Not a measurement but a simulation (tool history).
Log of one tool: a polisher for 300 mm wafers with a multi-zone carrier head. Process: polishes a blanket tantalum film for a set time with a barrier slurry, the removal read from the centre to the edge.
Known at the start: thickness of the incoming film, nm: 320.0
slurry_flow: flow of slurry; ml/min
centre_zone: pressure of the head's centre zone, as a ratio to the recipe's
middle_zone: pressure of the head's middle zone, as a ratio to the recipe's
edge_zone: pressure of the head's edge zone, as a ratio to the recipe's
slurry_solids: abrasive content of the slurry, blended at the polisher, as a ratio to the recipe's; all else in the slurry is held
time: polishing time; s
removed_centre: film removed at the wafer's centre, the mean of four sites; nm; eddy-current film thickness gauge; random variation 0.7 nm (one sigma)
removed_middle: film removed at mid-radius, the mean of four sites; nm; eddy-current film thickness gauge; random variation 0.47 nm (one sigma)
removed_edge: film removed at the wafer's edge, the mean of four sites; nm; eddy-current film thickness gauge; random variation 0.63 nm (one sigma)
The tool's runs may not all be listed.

run,hour,slurry_flow,centre_zone,middle_zone,edge_zone,slurry_solids,time,removed_centre,removed_middle,removed_edge
1,0,235,1,1,1,1,34,37.837,36.565,36.44
2,2.3,245,1.02,1.05,1.03,1.15,34,41.214,39.203,38.354
3,3.3,245,1.02,1.05,0.95,1.15,34,39.649,39.36,38.091
4,12,250,1.03,1.09,0.95,1.25,35,42.338,41.8,38.976
5,14.2,255,1.02,1.11,0.96,1.35,36,43.664,43.799,41.598
6,19.8,255,1.06,1.11,0.96,1.35,36,45.793,43.485,41.787
7,20.3,260,1.05,1.14,0.96,1.4,37,45.36,45.831,43.354
8,27.6,265,1.06,1.16,0.94,1.4,38,48.095,48.125,43.403

Run 9 comes next. What will it give?
9,32.1,270,1.05,1.17,0.95,1.45,38,?,?,?

Run 9 gave removed_centre 48.989 nm, removed_middle 48.833 nm, removed_edge 44.108 nm.
